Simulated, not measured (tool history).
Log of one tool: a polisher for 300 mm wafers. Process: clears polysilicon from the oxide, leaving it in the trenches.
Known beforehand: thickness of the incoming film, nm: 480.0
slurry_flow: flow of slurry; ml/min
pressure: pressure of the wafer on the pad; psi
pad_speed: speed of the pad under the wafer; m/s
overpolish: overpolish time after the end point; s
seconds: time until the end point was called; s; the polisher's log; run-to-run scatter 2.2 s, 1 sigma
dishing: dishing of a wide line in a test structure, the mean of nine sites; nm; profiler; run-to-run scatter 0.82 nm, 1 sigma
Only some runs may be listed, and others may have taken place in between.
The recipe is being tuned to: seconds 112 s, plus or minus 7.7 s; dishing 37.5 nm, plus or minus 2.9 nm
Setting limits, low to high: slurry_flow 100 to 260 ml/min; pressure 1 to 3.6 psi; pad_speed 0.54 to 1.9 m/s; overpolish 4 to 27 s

run	hour	slurry_flow	pressure	pad_speed	overpolish	seconds	dishing
1	0	165	2.3	1.22	14	38.982	39.687
2	7.7	165	2.3	1.22	10	38.478	39.497
3	16.2	165	2.3	1.04	10	45.943	38.961
4	24.8	165	2	0.96	10	54.162	36.006
# hour 27.7: worn pad replaced by a new one
5	27.7	165	2	1.26	10	39.871	38.517
6	32.6	150	1.9	1.1	14	47.689	37.641
7	36.3	150	1.7	0.96	17	58.601	39.146
8	44	145	1.5	0.86	17	75.781	38.047
9	45.1	140	1	0.76	21	130.02	35.141
10	46	135	1.1	0.74	22	119.78	34.747
11	52.8	185	1	0.94	20	96.809	36.23
12	57.2	190	1	0.9	21	104.88	36.062

Next run, 5 choices. One meets every target within its allowed miss, the rest don't. Which?
A	61.6	260	1.3	0.78	27	?	?
B	61.6	200	1	1	17	?	?
C	61.6	215	1.3	0.64	24	?	?
D	61.6	225	1.5	0.68	22	?	?
E	61.6	130	1.1	0.68	18	?	?

move	seconds	dishing
A	90.374	37.587
B	93.933	34.896
C	111.36	36.152
D	91.277	36.77
E	132.72	32.062
A: further off than the last run
B: further off than the last run
C: meets every target
D: further off than the last run
E: moves the result that the last run missed by most past its target, out the other side
The right move is C.
